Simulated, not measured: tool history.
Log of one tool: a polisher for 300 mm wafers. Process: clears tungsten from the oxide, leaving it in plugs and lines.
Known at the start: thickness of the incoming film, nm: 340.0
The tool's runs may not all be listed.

| run | hour | flow of slurry (ml/min) | pressure of the wafer on the pad (psi) | speed of the pad under the wafer (m/s) | abrasive content of the slurry | overpolish time after the end point (s) | time until the end point was called (s) |
|---|---|---|---|---|---|---|---|
| 1 | 0.0 | 310 | 4.5 | 1.34 | 1.0 | 15 | 50.971 |
| 2 | 2.1 | 310 | 5.0 | 1.40 | 1.0 | 15 | 42.765 |
| 3 | 3.9 | 310 | 5.4 | 1.44 | 1.0 | 15 | 39.606 |
| 4 | 9.2 | 310 | 5.4 | 1.68 | 1.0 | 15 | 34.252 |
| 5 | 16.4 | 310 | 5.4 | 1.54 | 1.0 | 15 | 38.443 |
| 6 | 22.9 | 270 | 5.4 | 1.54 | 1.0 | 15 | 38.022 |

The next listed run, before its measurement:
| 7 | 25.9 | 270 | 5.7 | 1.60 | 1.0 | 15 | ? |

Run 7 gave time until the end point was called (s) 35.242.
